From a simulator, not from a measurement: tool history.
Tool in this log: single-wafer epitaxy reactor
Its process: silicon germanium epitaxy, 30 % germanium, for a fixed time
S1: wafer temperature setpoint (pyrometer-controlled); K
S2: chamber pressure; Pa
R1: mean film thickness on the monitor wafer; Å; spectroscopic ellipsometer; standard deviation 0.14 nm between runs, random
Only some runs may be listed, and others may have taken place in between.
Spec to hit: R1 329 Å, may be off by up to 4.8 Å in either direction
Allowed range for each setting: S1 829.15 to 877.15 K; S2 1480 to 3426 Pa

| run | day | S1 | S2 | R1 |
|---|---|---|---|---|
| 1 | 0 | 853.15 | 2453 | 397.29 |
| 2 | 0.071 | 853.15 | 2106 | 371.19 |
| 3 | 0.396 | 853.15 | 1893 | 363.22 |
| 4 | 0.638 | 863.15 | 1893 | 431.08 |
| 5 | 0.721 | 863.15 | 2240 | 459.45 |
| 6 | 1.038 | 858.15 | 2240 | 421.07 |
| 7 | 1.129 | 854.15 | 2240 | 390.4 |
| 8 | 1.458 | 851.15 | 2240 | 367.63 |
| 9 | 1.529 | 849.15 | 2240 | 353.77 |

4 next moves are on the table. One of them brings every result within its allowed miss. Which?
| A | 1.6 | 848.15 | 2173 | ? |
| B | 1.6 | 851.15 | 1853 | ? |
| C | 1.6 | 852.15 | 2533 | ? |
| D | 1.6 | 846.15 | 2146 | ? |

| move | R1 |
|---|---|
| A | 344.23 |
| B | 343.06 |
| C | 392.94 |
| D | 330.01 |
A: closer than the last run, but not yet in spec
B: closer than the last run, but not yet in spec
C: moves away from the targets compared with the last run
D: all results in spec
Move D is the one to make.
